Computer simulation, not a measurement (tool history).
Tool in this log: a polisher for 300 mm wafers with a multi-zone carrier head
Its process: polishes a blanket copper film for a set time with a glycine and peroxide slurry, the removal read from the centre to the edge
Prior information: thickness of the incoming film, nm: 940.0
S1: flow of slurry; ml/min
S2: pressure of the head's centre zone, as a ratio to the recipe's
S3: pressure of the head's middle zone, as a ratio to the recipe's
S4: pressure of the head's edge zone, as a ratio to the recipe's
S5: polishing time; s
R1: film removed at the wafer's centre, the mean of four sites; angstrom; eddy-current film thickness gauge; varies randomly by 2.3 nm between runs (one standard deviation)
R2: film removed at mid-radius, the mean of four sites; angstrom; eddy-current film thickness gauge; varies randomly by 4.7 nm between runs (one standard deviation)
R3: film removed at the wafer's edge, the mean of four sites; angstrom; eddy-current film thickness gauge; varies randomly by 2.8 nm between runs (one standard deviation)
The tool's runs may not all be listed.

run  hour   S1    S2    S3    S4  S5      R1      R2      R3
  1   0.0  155  1.00  1.00  1.00  53  3180.7  3167.5  3193.5
  2   4.5  155  0.94  1.00  1.00  53  2985.4  3281.0  3184.4
  3  11.2  155  0.94  1.00  1.00  48  2719.0  3009.6  2859.0
  4  17.3  140  0.94  1.00  1.00  48  2674.2  2832.2  2814.3
  5  19.2  165  0.94  1.00  1.00  48  2724.9  2956.3  2930.8
  6  23.5  165  0.94  0.97  1.00  48  2733.5  2817.7  2891.2
  7  27.7  175  0.98  0.99  1.03  48  2873.5  2975.4  2952.8

The next listed run, before its measurement:
  8  32.2  185  1.00  0.98  1.05  49   ?   ?   ?

R1: 3036.5 angstrom
R2: 2928.2 angstrom
R3: 3139.4 angstrom

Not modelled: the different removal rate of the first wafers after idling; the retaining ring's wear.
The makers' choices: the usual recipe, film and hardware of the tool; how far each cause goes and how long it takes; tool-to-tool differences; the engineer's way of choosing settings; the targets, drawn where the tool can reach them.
